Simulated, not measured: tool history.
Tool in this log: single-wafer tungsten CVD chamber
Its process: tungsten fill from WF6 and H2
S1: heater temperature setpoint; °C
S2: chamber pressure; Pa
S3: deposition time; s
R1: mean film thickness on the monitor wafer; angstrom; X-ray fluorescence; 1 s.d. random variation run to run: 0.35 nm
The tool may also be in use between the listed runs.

{"run": 1, "hour": 0.0, "S1": 400, "S2": 5293, "S3": 20.3, "R1": 716.54}
{"run": 2, "hour": 2.8, "S1": 404, "S2": 5320, "S3": 20.3, "R1": 776.87}
{"run": 3, "hour": 6.4, "S1": 404, "S2": 6026, "S3": 20.3, "R1": 827.89}
{"run": 4, "hour": 9.8, "S1": 406, "S2": 6026, "S3": 20.3, "R1": 865.37}
{"run": 5, "hour": 17.1, "S1": 406, "S2": 6026, "S3": 19.3, "R1": 822.72}
{"run": 6, "hour": 19.1, "S1": 402, "S2": 6026, "S3": 19.3, "R1": 762.8}
{"run": 7, "hour": 21.4, "S1": 405, "S2": 6026, "S3": 19.3, "R1": 810.43}
{"run": 8, "hour": 23.8, "S1": 407, "S2": 6026, "S3": 19.3, "R1": 836.4}
{"run": 9, "hour": 29.9, "S1": 409, "S2": 6026, "S3": 19.3, "R1": 870.19}
{"run": 10, "hour": 38.3, "S1": 411, "S2": 6026, "S3": 19.3, "R1": 903.49}
{"run": 11, "hour": 41.9, "S1": 411, "S2": 6026, "S3": 19.3, "R1": 903.02}
{"run": 12, "hour": 48.9, "S1": 413, "S2": 6026, "S3": 19.3, "R1": 937.55}
{"run": 13, "hour": 57.7, "S1": 414, "S2": 6026, "S3": 19.3, "R1": 954.98}

The next listed run, before its measurement:
{"run": 14, "hour": 66.6, "S1": 415, "S2": 6026, "S3": 19.3, "R1": "?"}

R1: 975.07 angstrom
